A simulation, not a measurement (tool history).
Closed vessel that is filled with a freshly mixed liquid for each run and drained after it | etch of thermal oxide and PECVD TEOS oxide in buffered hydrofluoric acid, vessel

run	hour	temperature setpoint of the liquid (C)	parts of 40 % ammonium fluoride to one part of 49 % hydrofluoric acid (parts by volume)	time in the liquid (s)	thickness taken off the thermal oxide on a monitor wafer (angstrom)	thickness taken off the PECVD TEOS oxide on a monitor wafer (angstrom)
1	0	22	7.5	60	877.93	1829.3
2	3.3	19.5	7.5	60	766.33	1597.5
3	7	19.5	8.5	60	666.41	1395.9
4	13.7	22	8.5	60	757.69	1612.5
5	14.6	23.5	8.5	60	827.27	1741.4
6	19.6	22	8.5	60	761.02	1594.7

Forecast run 7:
7	23.4	21.5	8.5	60	?	?

thickness taken off the thermal oxide on a monitor wafer (angstrom): 744.76
thickness taken off the PECVD TEOS oxide on a monitor wafer (angstrom): 1546.7
